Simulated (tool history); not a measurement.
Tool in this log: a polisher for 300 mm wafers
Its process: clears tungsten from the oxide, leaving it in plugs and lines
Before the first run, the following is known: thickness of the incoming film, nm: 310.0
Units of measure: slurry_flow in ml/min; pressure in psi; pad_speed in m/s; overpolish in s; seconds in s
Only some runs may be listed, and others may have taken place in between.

Run 1, hour 0: slurry_flow 170 ml/min, pressure 4.2 psi, pad_speed 1.08 m/s, slurry_solids 1, overpolish 35 s. Result: seconds 51.36 s.
Run 2, hour 4.1: slurry_flow 170 ml/min, pressure 4.5 psi, pad_speed 1.08 m/s, slurry_solids 1, overpolish 35 s. Result: seconds 47.48 s.
Run 3, hour 7.2: slurry_flow 170 ml/min, pressure 5.4 psi, pad_speed 1.08 m/s, slurry_solids 1, overpolish 35 s. Result: seconds 39.56 s.
Run 4, hour 15.5: slurry_flow 170 ml/min, pressure 5.6 psi, pad_speed 1.08 m/s, slurry_solids 1, overpolish 35 s. Result: seconds 39.031 s.
Run 5, hour 19.3: slurry_flow 170 ml/min, pressure 5.8 psi, pad_speed 1.08 m/s, slurry_solids 1, overpolish 35 s. Result: seconds 37.54 s.
Run 6, hour 21.1: slurry_flow 170 ml/min, pressure 5.8 psi, pad_speed 0.82 m/s, slurry_solids 1, overpolish 35 s. Result: seconds 48.141 s.

Run 7 comes next. What will it give?
Run 7, hour 29.1: slurry_flow 170 ml/min, pressure 6 psi, pad_speed 0.86 m/s, slurry_solids 1, overpolish 35 s. Result: seconds ?.

{"run 7": {"seconds": 45.612}}
